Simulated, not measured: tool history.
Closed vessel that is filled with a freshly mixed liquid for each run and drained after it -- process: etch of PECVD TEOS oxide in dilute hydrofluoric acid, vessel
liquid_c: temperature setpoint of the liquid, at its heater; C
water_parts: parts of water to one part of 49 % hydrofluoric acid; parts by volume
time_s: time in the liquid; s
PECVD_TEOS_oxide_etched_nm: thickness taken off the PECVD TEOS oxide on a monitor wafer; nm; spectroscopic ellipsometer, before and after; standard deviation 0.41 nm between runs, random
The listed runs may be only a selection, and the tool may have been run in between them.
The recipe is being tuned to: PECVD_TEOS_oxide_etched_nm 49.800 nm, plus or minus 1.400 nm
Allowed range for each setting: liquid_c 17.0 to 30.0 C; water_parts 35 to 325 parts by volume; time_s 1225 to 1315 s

run 1 hour=0.0 | liquid_c=22.0 water_parts=180 time_s=1225 | PECVD_TEOS_oxide_etched_nm=70.678
run 2 hour=3.5 | liquid_c=20.5 water_parts=190 time_s=1225 | PECVD_TEOS_oxide_etched_nm=62.006
run 3 hour=4.8 | liquid_c=17.5 water_parts=190 time_s=1225 | PECVD_TEOS_oxide_etched_nm=54.920
run 4 hour=9.3 | liquid_c=17.5 water_parts=195 time_s=1225 | PECVD_TEOS_oxide_etched_nm=54.268
run 5 hour=13.5 | liquid_c=17.5 water_parts=225 time_s=1225 | PECVD_TEOS_oxide_etched_nm=45.524
run 6 hour=17.3 | liquid_c=18.0 water_parts=225 time_s=1225 | PECVD_TEOS_oxide_etched_nm=46.224
run 7 hour=19.2 | liquid_c=18.5 water_parts=225 time_s=1225 | PECVD_TEOS_oxide_etched_nm=47.113
run 8 hour=27.8 | liquid_c=19.0 water_parts=225 time_s=1225 | PECVD_TEOS_oxide_etched_nm=47.789

Which single option among these 5 for the next run brings every result within its allowed miss of target? Just one does.
run A hour=36.4 | liquid_c=17.5 water_parts=210 time_s=1300 | PECVD_TEOS_oxide_etched_nm=?
run B hour=36.4 | liquid_c=17.0 water_parts=230 time_s=1225 | PECVD_TEOS_oxide_etched_nm=?
run C hour=36.4 | liquid_c=19.0 water_parts=230 time_s=1290 | PECVD_TEOS_oxide_etched_nm=?
run D hour=36.4 | liquid_c=17.0 water_parts=215 time_s=1225 | PECVD_TEOS_oxide_etched_nm=?
run E hour=36.4 | liquid_c=17.5 water_parts=245 time_s=1315 | PECVD_TEOS_oxide_etched_nm=?

move=A PECVD_TEOS_oxide_etched_nm=52.521
move=B PECVD_TEOS_oxide_etched_nm=43.514
move=C PECVD_TEOS_oxide_etched_nm=49.523
move=D PECVD_TEOS_oxide_etched_nm=47.179
move=E PECVD_TEOS_oxide_etched_nm=44.124
A: takes the result that was furthest off past its target
B: lands further from the targets than the last run did
C: all results land within tolerance of their targets
D: lands further from the targets than the last run did
E: lands further from the targets than the last run did
The move that meets every target is C.

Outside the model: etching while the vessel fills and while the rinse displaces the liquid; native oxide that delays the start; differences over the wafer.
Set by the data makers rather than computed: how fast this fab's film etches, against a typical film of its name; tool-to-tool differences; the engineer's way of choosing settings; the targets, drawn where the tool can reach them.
